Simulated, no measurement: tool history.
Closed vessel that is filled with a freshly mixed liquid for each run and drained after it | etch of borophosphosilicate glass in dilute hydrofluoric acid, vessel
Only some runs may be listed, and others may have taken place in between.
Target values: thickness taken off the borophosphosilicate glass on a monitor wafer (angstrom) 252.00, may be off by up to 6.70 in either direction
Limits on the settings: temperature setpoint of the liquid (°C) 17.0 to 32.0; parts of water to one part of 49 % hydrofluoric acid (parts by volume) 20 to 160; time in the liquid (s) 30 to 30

run,day,temperature setpoint of the liquid (°C),parts of water to one part of 49 % hydrofluoric acid (parts by volume),time in the liquid (s),thickness taken off the borophosphosilicate glass on a monitor wafer (angstrom)
1,0.000,24.0,90,30,199.33
2,0.179,25.5,90,30,213.11
3,0.529,26.5,90,30,219.07
4,0.625,24.5,90,30,202.83
5,0.675,26.0,90,30,215.51
6,0.779,23.5,90,30,196.67
7,1.121,25.5,90,30,212.20
8,1.288,26.5,90,30,221.84
9,1.492,27.5,90,30,230.47
10,1.529,28.0,90,30,234.75
11,1.708,28.5,90,30,237.90
12,1.758,29.0,90,30,241.16

Of the 4 settings listed for the next run, only one would bring every result within its allowed miss of target. Which one?
A,1.808,25.5,80,30,?
B,1.808,28.5,80,30,?
C,1.808,28.0,90,30,?
D,1.808,28.5,85,30,?

move,thickness taken off the borophosphosilicate glass on a monitor wafer (angstrom)
A,242.27
B,272.48
C,234.30
D,254.66
A: nearer the targets than the last run, but a result is still out of spec
B: the result that was furthest off in the last run now lies on the other side of its target
C: further off than the last run
D: every result within its allowed miss
The right move is D.
